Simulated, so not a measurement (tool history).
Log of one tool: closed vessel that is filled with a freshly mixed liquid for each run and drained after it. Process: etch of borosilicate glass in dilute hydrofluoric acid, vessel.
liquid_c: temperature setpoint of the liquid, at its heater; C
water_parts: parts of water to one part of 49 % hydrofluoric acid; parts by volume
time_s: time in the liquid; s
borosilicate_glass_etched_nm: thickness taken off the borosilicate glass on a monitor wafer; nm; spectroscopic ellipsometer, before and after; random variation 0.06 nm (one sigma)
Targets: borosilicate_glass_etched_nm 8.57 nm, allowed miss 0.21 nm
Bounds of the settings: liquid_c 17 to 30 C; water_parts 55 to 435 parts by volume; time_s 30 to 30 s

| run | hour | liquid_c | water_parts | time_s | borosilicate_glass_etched_nm |
|---|---|---|---|---|---|
| 1 | 0 | 22 | 245 | 30 | 4.4034 |
| 2 | 0.9 | 23.5 | 245 | 30 | 4.5995 |
| 3 | 6.2 | 21.5 | 245 | 30 | 4.3078 |
| 4 | 13.3 | 21.5 | 245 | 30 | 4.3423 |
| 5 | 20.7 | 21.5 | 185 | 30 | 6.1596 |
| 6 | 24.1 | 24 | 185 | 30 | 6.6852 |
| 7 | 28.4 | 26 | 180 | 30 | 7.3876 |
| 8 | 32.8 | 27 | 180 | 30 | 7.8081 |
| 9 | 34.5 | 27.5 | 180 | 30 | 7.8883 |
| 10 | 43.5 | 28 | 180 | 30 | 8.0955 |

Which of these 4 next moves meets every target?
| A | 52.5 | 26 | 170 | 30 | ? |
| B | 52.5 | 29.5 | 195 | 30 | ? |
| C | 52.5 | 24 | 165 | 30 | ? |
| D | 52.5 | 28 | 170 | 30 | ? |

| move | borosilicate_glass_etched_nm |
|---|---|
| A | 7.9115 |
| B | 7.5908 |
| C | 7.6075 |
| D | 8.5112 |
A: further off than the last run
B: further off than the last run
C: further off than the last run
D: meets every target
The right move is D.
